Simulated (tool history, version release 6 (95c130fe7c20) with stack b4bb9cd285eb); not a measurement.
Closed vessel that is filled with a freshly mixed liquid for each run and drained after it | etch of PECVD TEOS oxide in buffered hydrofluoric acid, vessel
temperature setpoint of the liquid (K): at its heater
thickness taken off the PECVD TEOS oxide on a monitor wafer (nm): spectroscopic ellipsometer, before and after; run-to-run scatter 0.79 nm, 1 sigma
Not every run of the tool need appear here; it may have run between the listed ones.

run	hour	temperature setpoint of the liquid (K)	parts of 40 % ammonium fluoride to one part of 49 % hydrofluoric acid (parts by volume)	time in the liquid (s)	thickness taken off the PECVD TEOS oxide on a monitor wafer (nm)
1	0.0	295.15	12.0	30	58.828
2	3.5	295.15	12.0	30	57.515
3	9.7	295.15	9.5	30	71.565
4	14.3	297.15	9.0	30	82.286
5	19.2	299.15	9.0	30	92.431
6	25.2	299.15	9.0	30	93.460
7	30.7	300.15	9.0	30	97.547
8	38.2	300.65	9.0	30	99.884
9	40.2	303.15	7.5	30	140.900

Predict the results of run 10:
10	41.1	302.65	7.5	30	?

{"run 10": {"thickness taken off the PECVD TEOS oxide on a monitor wafer (nm)": 136.26}}
